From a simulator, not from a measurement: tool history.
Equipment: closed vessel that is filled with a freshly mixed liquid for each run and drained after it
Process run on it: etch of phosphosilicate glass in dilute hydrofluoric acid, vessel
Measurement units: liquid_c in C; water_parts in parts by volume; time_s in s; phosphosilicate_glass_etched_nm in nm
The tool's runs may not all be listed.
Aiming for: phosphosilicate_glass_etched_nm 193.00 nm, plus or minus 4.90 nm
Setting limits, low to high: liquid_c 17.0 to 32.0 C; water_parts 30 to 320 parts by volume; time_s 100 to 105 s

run,hour,liquid_c,water_parts,time_s,phosphosilicate_glass_etched_nm
1,0.0,24.0,175,100,108.47
2,4.6,24.0,125,100,161.66
3,12.5,24.0,125,105,169.17
4,15.0,24.0,125,105,170.44
5,17.2,24.5,125,105,172.89
6,23.0,25.0,125,105,176.29
7,26.7,25.5,125,105,179.52
8,29.6,26.5,125,105,184.32

Exactly one of the 4 candidate moves below puts every result within its allowed miss. Which one?
A,32.5,26.5,115,105,?
B,32.5,26.0,120,100,?
C,32.5,27.0,130,100,?
D,32.5,30.0,135,105,?

move,phosphosilicate_glass_etched_nm
A,205.90
B,183.20
C,173.46
D,194.72
A: pushes the last run's worst result past its target
B: misses by more than the last run did
C: misses by more than the last run did
D: in spec on every target
The right move is D.
